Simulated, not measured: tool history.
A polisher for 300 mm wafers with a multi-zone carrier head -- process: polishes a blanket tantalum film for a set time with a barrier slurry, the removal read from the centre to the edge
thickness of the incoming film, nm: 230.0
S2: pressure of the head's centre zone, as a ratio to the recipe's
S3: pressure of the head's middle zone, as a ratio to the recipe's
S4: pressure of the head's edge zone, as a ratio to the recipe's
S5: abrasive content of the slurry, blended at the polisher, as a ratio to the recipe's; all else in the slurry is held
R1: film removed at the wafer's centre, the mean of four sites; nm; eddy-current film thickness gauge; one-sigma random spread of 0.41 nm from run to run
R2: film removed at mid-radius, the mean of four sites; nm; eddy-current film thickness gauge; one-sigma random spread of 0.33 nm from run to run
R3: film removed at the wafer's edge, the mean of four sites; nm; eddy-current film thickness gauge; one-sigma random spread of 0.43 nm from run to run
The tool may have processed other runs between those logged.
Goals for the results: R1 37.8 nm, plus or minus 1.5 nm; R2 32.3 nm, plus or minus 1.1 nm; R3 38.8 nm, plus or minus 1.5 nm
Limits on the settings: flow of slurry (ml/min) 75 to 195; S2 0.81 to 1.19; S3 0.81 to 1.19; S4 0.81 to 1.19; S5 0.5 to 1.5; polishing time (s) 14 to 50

Run 1, day 0: flow of slurry (ml/min) 125, S2 1, S3 1, S4 1, S5 1, polishing time (s) 32. Result: R1 57.033 nm, R2 56.181 nm, R3 58.226 nm.
Run 2, day 0.242: flow of slurry (ml/min) 125, S2 1, S3 1, S4 1, S5 0.9, polishing time (s) 32. Result: R1 55.03 nm, R2 54.026 nm, R3 55.293 nm.
Run 3, day 0.517: flow of slurry (ml/min) 115, S2 0.99, S3 0.95, S4 1, S5 0.8, polishing time (s) 31. Result: R1 50.713 nm, R2 47.531 nm, R3 53.077 nm.
Run 4, day 0.821: flow of slurry (ml/min) 110, S2 0.99, S3 0.93, S4 0.98, S5 0.7, polishing time (s) 29. Result: R1 44.346 nm, R2 42.066 nm, R3 46.783 nm.
Run 5, day 1.033: flow of slurry (ml/min) 105, S2 1, S3 0.9, S4 0.96, S5 0.65, polishing time (s) 29. Result: R1 43.86 nm, R2 40.296 nm, R3 44.93 nm.
Run 6, day 1.104: flow of slurry (ml/min) 105, S2 1, S3 0.9, S4 0.96, S5 0.75, polishing time (s) 29. Result: R1 45.128 nm, R2 40.709 nm, R3 45.931 nm.
Run 7, day 1.408: flow of slurry (ml/min) 100, S2 1, S3 0.88, S4 0.95, S5 0.7, polishing time (s) 29. Result: R1 42.687 nm, R2 39.607 nm, R3 44.589 nm.
Run 8, day 1.517: flow of slurry (ml/min) 95, S2 1.01, S3 0.86, S4 0.95, S5 0.65, polishing time (s) 28. Result: R1 40.102 nm, R2 35.075 nm, R3 41.872 nm.

5 candidate next runs follow, results not yet known. Just one meets every target within its allowed miss. Identify it.
Run A, day 1.625: flow of slurry (ml/min) 75, S2 1.06, S3 0.81, S4 1.07, S5 0.95, polishing time (s) 25. Result: R1 ?, R2 ?, R3 ?.
Run B, day 1.625: flow of slurry (ml/min) 150, S2 1.12, S3 0.91, S4 0.81, S5 0.55, polishing time (s) 27. Result: R1 ?, R2 ?, R3 ?.
Run C, day 1.625: flow of slurry (ml/min) 75, S2 0.95, S3 0.81, S4 0.98, S5 0.55, polishing time (s) 33. Result: R1 ?, R2 ?, R3 ?.
Run D, day 1.625: flow of slurry (ml/min) 85, S2 1.03, S3 0.85, S4 0.95, S5 0.6, polishing time (s) 27. Result: R1 ?, R2 ?, R3 ?.
Run E, day 1.625: flow of slurry (ml/min) 130, S2 1.05, S3 0.82, S4 0.92, S5 0.55, polishing time (s) 26. Result: R1 ?, R2 ?, R3 ?.

move      R1      R2      R3
   A  38.738  31.058  41.785
   B  46.771  38.106   38.42
   C  39.444  34.977   45.05
   D  37.634  31.984  38.406
   E  41.018  32.698  38.399
A: carries the result that was furthest off beyond its target, to the other side
B: its largest miss is bigger than the last run's
C: its largest miss is bigger than the last run's
D: meets every target
E: gets the furthest-off result to its target, but another result is out of tolerance
So the answer is move D, the one that meets all the targets.

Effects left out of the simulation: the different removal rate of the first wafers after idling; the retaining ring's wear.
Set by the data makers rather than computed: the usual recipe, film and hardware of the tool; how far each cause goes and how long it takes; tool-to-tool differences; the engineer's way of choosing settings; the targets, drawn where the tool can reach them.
